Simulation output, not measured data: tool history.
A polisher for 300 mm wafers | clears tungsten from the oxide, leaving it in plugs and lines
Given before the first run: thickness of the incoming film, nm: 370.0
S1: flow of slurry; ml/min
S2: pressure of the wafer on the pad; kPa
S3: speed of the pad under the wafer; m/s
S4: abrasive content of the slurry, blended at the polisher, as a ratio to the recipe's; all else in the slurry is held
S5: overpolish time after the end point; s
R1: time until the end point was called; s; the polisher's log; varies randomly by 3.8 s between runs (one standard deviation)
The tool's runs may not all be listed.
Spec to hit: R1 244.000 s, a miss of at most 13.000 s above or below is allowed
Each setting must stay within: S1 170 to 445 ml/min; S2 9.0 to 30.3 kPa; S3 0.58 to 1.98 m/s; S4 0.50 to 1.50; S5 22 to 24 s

run  hour   S1    S2    S3    S4  S5       R1
  1   0.0  285  19.3  1.28  1.00  22   98.458
  2   6.4  285  16.5  1.16  1.00  22  122.790
  3  13.2  285  16.5  0.96  1.00  22  146.400
  4  19.4  285  16.5  1.10  1.00  22  129.980
  5  21.9  285  14.5  1.02  1.00  22  164.120
  6  24.8  285  13.1  1.02  1.00  22  171.880
  7  26.5  285  11.7  0.98  1.00  22  202.450
  8  27.4  285  11.0  0.98  1.00  22  210.130
  9  33.6  285  10.3  0.98  1.00  22  228.860

Next run, 4 choices. One meets every target within its allowed miss, the rest don't. Which?
  A  39.8  265   9.0  0.88  1.10  22   ?
  B  39.8  275   9.0  1.00  1.10  24   ?
  C  39.8  170  12.4  1.16  0.60  23   ?
  D  39.8  300   9.0  0.96  0.95  24   ?

move       R1
   A  278.890
   B  245.900
   C  209.190
   D  267.350
A: takes the biggest miss from the last run beyond its target
B: all results land within tolerance of their targets
C: lands further from the targets than the last run did
D: takes the biggest miss from the last run beyond its target
B is the move that brings every result within its allowed miss.

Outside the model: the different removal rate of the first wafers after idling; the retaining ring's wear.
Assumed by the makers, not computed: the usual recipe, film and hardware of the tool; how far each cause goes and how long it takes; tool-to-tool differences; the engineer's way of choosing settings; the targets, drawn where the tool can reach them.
